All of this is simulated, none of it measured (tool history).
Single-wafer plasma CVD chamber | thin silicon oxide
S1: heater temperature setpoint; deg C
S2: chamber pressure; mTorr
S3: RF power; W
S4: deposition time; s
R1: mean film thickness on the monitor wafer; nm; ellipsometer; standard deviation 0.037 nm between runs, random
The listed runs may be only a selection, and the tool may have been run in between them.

run,day,S1,S2,S3,S4,R1
1,0,390,837,285,6.35,10.609
2,0.279,390,822,285,6.35,10.565
3,0.629,390,822,300,6.35,10.735
4,0.979,390,805,300,6.35,10.549
5,1.058,390,934,300,6.35,11.597
6,1.388,390,894,300,6.34,11.225
7,1.746,390,894,300,6.34,11.17
8,2.079,390,894,300,6.34,11.161

What will run 9 give?
9,2.171,390,741,295,6.33,?

Run 9 gave R1 10.097 nm.
